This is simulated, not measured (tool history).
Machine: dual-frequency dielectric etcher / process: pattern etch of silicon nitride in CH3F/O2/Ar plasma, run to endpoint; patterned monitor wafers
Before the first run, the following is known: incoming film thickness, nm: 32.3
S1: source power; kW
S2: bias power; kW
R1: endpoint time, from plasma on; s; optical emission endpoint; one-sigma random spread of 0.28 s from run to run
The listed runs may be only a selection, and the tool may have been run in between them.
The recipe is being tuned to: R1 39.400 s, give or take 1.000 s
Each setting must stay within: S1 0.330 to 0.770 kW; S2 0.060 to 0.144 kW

run,hour,S1,S2,R1
1,0.0,0.550,0.102,34.328
2,7.3,0.650,0.102,32.601
3,10.3,0.630,0.100,33.239
4,18.4,0.580,0.100,34.252
5,26.2,0.580,0.110,33.206
6,33.5,0.580,0.098,34.346
7,37.8,0.580,0.098,33.787
8,43.1,0.550,0.095,35.313

Exactly one of the 4 candidate moves below puts every result within its allowed miss. Which one?
A,48.4,0.450,0.066,?
B,48.4,0.470,0.101,?
C,48.4,0.630,0.122,?
D,48.4,0.430,0.087,?

move,R1
A,41.087
B,36.289
C,31.093
D,38.948
A: takes the result that was furthest off past its target
B: gains on the last run, yet a result remains outside its allowed miss
C: the biggest miss grows against the last run
D: in spec on every target
The right move is D.
